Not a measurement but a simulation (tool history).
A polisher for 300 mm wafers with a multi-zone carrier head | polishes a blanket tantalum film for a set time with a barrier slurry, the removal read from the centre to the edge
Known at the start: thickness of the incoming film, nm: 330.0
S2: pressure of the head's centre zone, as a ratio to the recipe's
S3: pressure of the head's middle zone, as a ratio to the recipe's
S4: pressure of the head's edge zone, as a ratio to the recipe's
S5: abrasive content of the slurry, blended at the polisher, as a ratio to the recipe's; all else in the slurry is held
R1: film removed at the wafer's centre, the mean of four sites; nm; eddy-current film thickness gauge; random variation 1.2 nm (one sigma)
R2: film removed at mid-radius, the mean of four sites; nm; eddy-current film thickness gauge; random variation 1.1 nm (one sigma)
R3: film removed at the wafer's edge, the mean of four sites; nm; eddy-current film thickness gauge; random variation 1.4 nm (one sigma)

Run 1, hour 0: flow of slurry (ml/min) 165, S2 1, S3 1, S4 1, S5 1, polishing time (s) 55. Result: R1 74.421 nm, R2 80.131 nm, R3 78.391 nm.
Run 2, hour 6.3: flow of slurry (ml/min) 165, S2 1, S3 1, S4 1, S5 1.2, polishing time (s) 55. Result: R1 75.253 nm, R2 82.708 nm, R3 82.143 nm.
Run 3, hour 12: flow of slurry (ml/min) 170, S2 0.99, S3 1.02, S4 1.02, S5 1.25, polishing time (s) 56. Result: R1 78.346 nm, R2 86.069 nm, R3 83.194 nm.
Run 4, hour 19.4: flow of slurry (ml/min) 165, S2 0.95, S3 1.02, S4 1.02, S5 1.3, polishing time (s) 59. Result: R1 78.162 nm, R2 91.792 nm, R3 89.186 nm.
At hour 25.4: slurry nozzle cleaned.
Run 5, hour 25.4: flow of slurry (ml/min) 165, S2 0.95, S3 1.02, S4 1.07, S5 1.3, polishing time (s) 59. Result: R1 88.486 nm, R2 97.732 nm, R3 95.869 nm.
Run 6, hour 32: flow of slurry (ml/min) 165, S2 1.01, S3 1.02, S4 1.07, S5 1.3, polishing time (s) 59. Result: R1 93.425 nm, R2 98.415 nm, R3 95.502 nm.

The next listed run, before its measurement:
Run 7, hour 40.2: flow of slurry (ml/min) 160, S2 0.97, S3 1.03, S4 1.08, S5 1.35, polishing time (s) 59. Result: R1 ?, R2 ?, R3 ?.

{"run 7": {"R1": 91.269, "R2": 99.332, "R3": 97.107}}

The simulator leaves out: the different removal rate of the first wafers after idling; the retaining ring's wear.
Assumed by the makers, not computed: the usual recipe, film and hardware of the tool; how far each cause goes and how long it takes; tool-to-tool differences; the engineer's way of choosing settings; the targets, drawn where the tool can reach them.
